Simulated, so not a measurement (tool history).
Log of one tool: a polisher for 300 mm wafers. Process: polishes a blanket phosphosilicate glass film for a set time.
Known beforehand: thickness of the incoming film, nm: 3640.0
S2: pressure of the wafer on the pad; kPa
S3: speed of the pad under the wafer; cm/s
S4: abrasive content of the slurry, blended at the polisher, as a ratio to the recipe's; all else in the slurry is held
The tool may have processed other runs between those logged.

Run 1, hour 0.0: flow of slurry (ml/min) 140, S2 23.4 kPa, S3 114 cm/s, S4 1.0, polishing time (s) 33. Result: film removed (Å) 3085.7.
Run 2, hour 8.8: flow of slurry (ml/min) 140, S2 18.6 kPa, S3 114 cm/s, S4 1.0, polishing time (s) 33. Result: film removed (Å) 2507.1.
Run 3, hour 15.6: flow of slurry (ml/min) 135, S2 17.2 kPa, S3 114 cm/s, S4 1.0, polishing time (s) 33. Result: film removed (Å) 2297.7.
Run 4, hour 23.9: flow of slurry (ml/min) 135, S2 17.2 kPa, S3 114 cm/s, S4 1.0, polishing time (s) 33. Result: film removed (Å) 2310.0.
Run 5, hour 30.9: flow of slurry (ml/min) 130, S2 16.5 kPa, S3 114 cm/s, S4 1.0, polishing time (s) 33. Result: film removed (Å) 2198.7.
Run 6, hour 38.1: flow of slurry (ml/min) 130, S2 16.5 kPa, S3 114 cm/s, S4 1.0, polishing time (s) 30. Result: film removed (Å) 1988.0.
Run 7, hour 42.0: flow of slurry (ml/min) 125, S2 16.5 kPa, S3 114 cm/s, S4 1.0, polishing time (s) 30. Result: film removed (Å) 1972.9.
Run 8, hour 45.7: flow of slurry (ml/min) 120, S2 16.5 kPa, S3 114 cm/s, S4 1.0, polishing time (s) 30. Result: film removed (Å) 1944.7.
Run 9, hour 54.1: flow of slurry (ml/min) 115, S2 16.5 kPa, S3 114 cm/s, S4 1.0, polishing time (s) 30. Result: film removed (Å) 1936.3.
Run 10, hour 59.2: flow of slurry (ml/min) 110, S2 16.5 kPa, S3 114 cm/s, S4 1.0, polishing time (s) 30. Result: film removed (Å) 1929.0.

For run 11, what comes out?
Run 11, hour 62.3: flow of slurry (ml/min) 105, S2 16.5 kPa, S3 114 cm/s, S4 1.0, polishing time (s) 30. Result: film removed (Å) ?.

Run 11 measured film removed (Å) 1933.9.
